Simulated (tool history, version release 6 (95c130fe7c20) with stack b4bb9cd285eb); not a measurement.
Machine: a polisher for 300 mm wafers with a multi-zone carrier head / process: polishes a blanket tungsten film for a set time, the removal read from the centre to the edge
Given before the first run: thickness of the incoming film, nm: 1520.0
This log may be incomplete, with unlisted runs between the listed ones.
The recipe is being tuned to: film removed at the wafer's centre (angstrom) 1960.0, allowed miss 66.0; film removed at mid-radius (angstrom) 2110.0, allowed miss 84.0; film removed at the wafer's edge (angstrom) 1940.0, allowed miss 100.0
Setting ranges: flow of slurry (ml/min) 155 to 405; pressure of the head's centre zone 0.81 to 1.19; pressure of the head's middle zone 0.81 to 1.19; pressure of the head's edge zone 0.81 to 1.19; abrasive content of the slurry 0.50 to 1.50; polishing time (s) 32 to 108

run  hour  flow of slurry (ml/min)  pressure of the head's centre zone  pressure of the head's middle zone  pressure of the head's edge zone  abrasive content of the slurry  polishing time (s)  film removed at the wafer's centre (angstrom)  film removed at mid-radius (angstrom)  film removed at the wafer's edge (angstrom)
  1   0.0                      260                                1.00                                1.00                              1.00                            1.00                  70                                         2899.5                                 2876.5                                       3032.7
  2   4.4                      260                                1.00                                1.01                              0.98                            0.90                  67                                         2668.9                                 2672.0                                       2815.0
  3  12.5                      265                                1.01                                1.03                              0.96                            0.85                  65                                         2641.2                                 2669.4                                       2737.6
  4  19.8                      270                                1.01                                1.04                              0.94                            0.80                  62                                         2425.7                                 2471.5                                       2500.5
  5  21.9                      270                                1.01                                1.04                              1.00                            0.80                  62                                         2414.1                                 2534.1                                       2488.7
  6  25.3                      275                                1.01                                1.04                              1.00                            0.75                  60                                         2337.7                                 2368.7                                       2410.0
  7  31.0                      275                                1.01                                1.05                              1.00                            0.70                  59                                         2297.8                                 2321.7                                       2329.1
  8  38.7                      275                                1.01                                1.06                              1.00                            0.65                  58                                         2223.8                                 2274.2                                       2296.4
     42.0  -- edge zone pressure recalibrated
  9  42.0                      280                                1.01                                1.07                              1.00                            0.65                  57                                         2108.4                                 2245.9                                       2167.0

4 candidate next runs follow, results not yet known. Just one meets every target within its allowed miss. Identify it.
  A  45.3                      320                                1.07                                1.14                              1.02                            0.75                  44                                              ?                                      ?                                            ?
  B  45.3                      360                                1.03                                1.12                              1.00                            0.75                  48                                              ?                                      ?                                            ?
  C  45.3                      265                                1.05                                1.17                              0.95                            0.55                  47                                              ?                                      ?                                            ?
  D  45.3                      265                                1.03                                1.11                              1.00                            0.70                  46                                              ?                                      ?                                            ?

move  film removed at the wafer's centre (angstrom)  film removed at mid-radius (angstrom)  film removed at the wafer's edge (angstrom)
   A                                         1869.7                                 1922.1                                       1754.9
   B                                         1983.4                                 2085.5                                       1910.7
   C                                         1799.4                                 1931.7                                       1672.6
   D                                         1817.4                                 1901.9                                       1767.3
A: carries the result that was furthest off beyond its target, to the other side
B: all results in spec
C: carries the result that was furthest off beyond its target, to the other side
D: carries the result that was furthest off beyond its target, to the other side
Move B is the one to make.
